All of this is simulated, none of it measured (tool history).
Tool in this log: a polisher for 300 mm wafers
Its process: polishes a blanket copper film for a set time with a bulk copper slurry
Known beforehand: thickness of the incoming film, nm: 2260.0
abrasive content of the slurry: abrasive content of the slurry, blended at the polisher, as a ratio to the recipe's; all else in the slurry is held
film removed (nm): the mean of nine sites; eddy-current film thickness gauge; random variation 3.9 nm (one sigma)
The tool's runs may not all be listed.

| run | hour | flow of slurry (ml/min) | pressure of the wafer on the pad (kPa) | speed of the pad under the wafer (cm/s) | abrasive content of the slurry | polishing time (s) | film removed (nm) |
|---|---|---|---|---|---|---|---|
| 1 | 0 | 155 | 11.7 | 114 | 1 | 40 | 224.71 |
| 2 | 7.6 | 155 | 11.7 | 114 | 1.2 | 40 | 230.12 |
| 3 | 14.5 | 135 | 11.7 | 114 | 1.2 | 40 | 230.39 |
| 4 | 18 | 135 | 12.4 | 114 | 1.2 | 40 | 242.02 |
| 5 | 21.7 | 135 | 12.4 | 114 | 1.1 | 40 | 237.69 |
| 6 | 24.5 | 135 | 12.4 | 90 | 1.1 | 40 | 189.84 |
| 7 | 25.8 | 135 | 13.8 | 90 | 1.1 | 40 | 205.61 |
| 8 | 28.7 | 135 | 15.2 | 92 | 1.1 | 40 | 225.33 |
| 9 | 30 | 135 | 15.9 | 94 | 1.1 | 40 | 240.02 |

Estimate the outcome of run 10 from the log above:
| 10 | 31.1 | 135 | 16.5 | 96 | 1.1 | 40 | ? |

film removed (nm): 254.35

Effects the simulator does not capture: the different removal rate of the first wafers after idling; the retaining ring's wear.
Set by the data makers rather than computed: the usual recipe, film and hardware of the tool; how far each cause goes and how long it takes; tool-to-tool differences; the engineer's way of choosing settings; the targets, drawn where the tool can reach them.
